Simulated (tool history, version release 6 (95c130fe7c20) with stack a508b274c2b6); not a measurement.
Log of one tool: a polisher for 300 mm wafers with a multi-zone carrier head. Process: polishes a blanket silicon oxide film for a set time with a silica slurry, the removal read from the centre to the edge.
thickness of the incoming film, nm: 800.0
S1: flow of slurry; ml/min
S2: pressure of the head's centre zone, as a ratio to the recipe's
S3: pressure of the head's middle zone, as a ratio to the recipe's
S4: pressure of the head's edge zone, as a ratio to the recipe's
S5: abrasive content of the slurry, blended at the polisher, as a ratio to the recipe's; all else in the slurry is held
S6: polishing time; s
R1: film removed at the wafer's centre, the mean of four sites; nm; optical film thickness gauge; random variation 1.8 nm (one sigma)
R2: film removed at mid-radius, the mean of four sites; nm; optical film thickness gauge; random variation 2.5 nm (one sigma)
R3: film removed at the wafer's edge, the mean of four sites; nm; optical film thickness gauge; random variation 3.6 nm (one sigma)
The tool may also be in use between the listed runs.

{"run": 1, "hour": 0.0, "S1": 210, "S2": 1, "S3": 1, "S4": 1, "S5": 1, "S6": 81, "R1": 216.32, "R2": 213.29, "R3": 224.16}
{"run": 2, "hour": 7.6, "S1": 210, "S2": 1, "S3": 1, "S4": 0.92, "S5": 1, "S6": 81, "R1": 213.84, "R2": 215.56, "R3": 213.46}
{"run": 3, "hour": 13.5, "S1": 210, "S2": 1, "S3": 1, "S4": 0.92, "S5": 0.8, "S6": 81, "R1": 196.47, "R2": 199.11, "R3": 191.19}
{"run": 4, "hour": 15.5, "S1": 210, "S2": 1, "S3": 1, "S4": 0.92, "S5": 0.8, "S6": 101, "R1": 246.11, "R2": 246.39, "R3": 242.42}
{"run": 5, "hour": 17.7, "S1": 210, "S2": 1, "S3": 1, "S4": 0.92, "S5": 0.7, "S6": 101, "R1": 233.15, "R2": 231.67, "R3": 230.76}
{"run": 6, "hour": 19.7, "S1": 210, "S2": 1, "S3": 1, "S4": 0.92, "S5": 0.7, "S6": 117, "R1": 269.61, "R2": 267.81, "R3": 262.31}

Run 7 comes next. What will it give?
{"run": 7, "hour": 22.7, "S1": 210, "S2": 0.99, "S3": 1.01, "S4": 0.93, "S5": 0.7, "S6": 117, "R1": "?", "R2": "?", "R3": "?"}

R1: 265.49 nm
R2: 270.03 nm
R3: 264.9 nm
